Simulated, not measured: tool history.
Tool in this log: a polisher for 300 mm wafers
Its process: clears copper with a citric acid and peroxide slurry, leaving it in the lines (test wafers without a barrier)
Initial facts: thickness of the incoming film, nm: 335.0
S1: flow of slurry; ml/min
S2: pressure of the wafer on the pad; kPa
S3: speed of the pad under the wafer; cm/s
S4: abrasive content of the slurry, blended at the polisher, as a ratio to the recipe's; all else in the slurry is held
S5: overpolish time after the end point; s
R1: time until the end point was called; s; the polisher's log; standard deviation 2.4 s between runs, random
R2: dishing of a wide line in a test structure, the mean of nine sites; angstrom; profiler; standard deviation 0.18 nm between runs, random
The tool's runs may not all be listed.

{"run": 1, "hour": 0.0, "S1": 155, "S2": 19.3, "S3": 132, "S4": 1, "S5": 17, "R1": 151.12, "R2": 264.68}
{"run": 2, "hour": 8.5, "S1": 160, "S2": 17.9, "S3": 132, "S4": 1, "S5": 16, "R1": 160.89, "R2": 242}
{"run": 3, "hour": 15.0, "S1": 160, "S2": 17.2, "S3": 132, "S4": 1, "S5": 15, "R1": 168.5, "R2": 219.58}
{"run": 4, "hour": 23.0, "S1": 160, "S2": 16.5, "S3": 132, "S4": 1, "S5": 14, "R1": 175.84, "R2": 201.34}
{"run": 5, "hour": 25.5, "S1": 160, "S2": 11.7, "S3": 132, "S4": 1, "S5": 14, "R1": 244.37, "R2": 146.52}
{"run": 6, "hour": 29.5, "S1": 170, "S2": 11.7, "S3": 132, "S4": 1, "S5": 14, "R1": 242.64, "R2": 149.46}
{"run": 7, "hour": 36.3, "S1": 175, "S2": 12.4, "S3": 132, "S4": 1, "S5": 14, "R1": 227.91, "R2": 157.86}

Run 8, settings as shown, results not yet in. Your forecast:
{"run": 8, "hour": 42.0, "S1": 180, "S2": 12.4, "S3": 132, "S4": 1, "S5": 14, "R1": "?", "R2": "?"}

{"run 8": {"R1": 231.76, "R2": 160.77}}
